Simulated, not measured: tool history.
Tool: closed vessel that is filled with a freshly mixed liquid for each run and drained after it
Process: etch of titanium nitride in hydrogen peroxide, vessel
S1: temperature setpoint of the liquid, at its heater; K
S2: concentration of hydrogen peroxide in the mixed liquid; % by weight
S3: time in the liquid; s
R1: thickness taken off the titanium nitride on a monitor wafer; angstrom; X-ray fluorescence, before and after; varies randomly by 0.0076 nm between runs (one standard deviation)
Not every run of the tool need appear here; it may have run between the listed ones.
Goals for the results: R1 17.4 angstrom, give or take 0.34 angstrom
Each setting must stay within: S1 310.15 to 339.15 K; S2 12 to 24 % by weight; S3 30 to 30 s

Run 1, day 0: S1 326.15 K, S2 16 % by weight, S3 30 s. Result: R1 26.72 angstrom.
Run 2, day 0.108: S1 325.15 K, S2 16 % by weight, S3 30 s. Result: R1 24.844 angstrom.
Run 3, day 0.438: S1 324.15 K, S2 16 % by weight, S3 30 s. Result: R1 22.93 angstrom.
Run 4, day 0.808: S1 323.65 K, S2 16 % by weight, S3 30 s. Result: R1 22.323 angstrom.
Run 5, day 1.038: S1 323.15 K, S2 16 % by weight, S3 30 s. Result: R1 21.417 angstrom.
Run 6, day 1.417: S1 322.65 K, S2 16 % by weight, S3 30 s. Result: R1 20.524 angstrom.
Run 7, day 1.783: S1 322.15 K, S2 16 % by weight, S3 30 s. Result: R1 20.037 angstrom.
Run 8, day 1.942: S1 321.65 K, S2 16 % by weight, S3 30 s. Result: R1 19.248 angstrom.

Next run, 5 choices. One meets every target within its allowed miss, the rest don't. Which?
Run A, day 2.1: S1 321.15 K, S2 14 % by weight, S3 30 s. Result: R1 ?.
Run B, day 2.1: S1 319.65 K, S2 16.5 % by weight, S3 30 s. Result: R1 ?.
Run C, day 2.1: S1 321.15 K, S2 15.5 % by weight, S3 30 s. Result: R1 ?.
Run D, day 2.1: S1 320.65 K, S2 14 % by weight, S3 30 s. Result: R1 ?.
Run E, day 2.1: S1 320.65 K, S2 16.5 % by weight, S3 30 s. Result: R1 ?.

move      R1
   A  18.006
   B  16.694
   C  18.395
   D  17.359
   E  17.969
A: nearer the targets than the last run, but a result is still out of spec
B: takes the biggest miss from the last run beyond its target
C: nearer the targets than the last run, but a result is still out of spec
D: every result within its allowed miss
E: nearer the targets than the last run, but a result is still out of spec
Go with D: it meets all targets.

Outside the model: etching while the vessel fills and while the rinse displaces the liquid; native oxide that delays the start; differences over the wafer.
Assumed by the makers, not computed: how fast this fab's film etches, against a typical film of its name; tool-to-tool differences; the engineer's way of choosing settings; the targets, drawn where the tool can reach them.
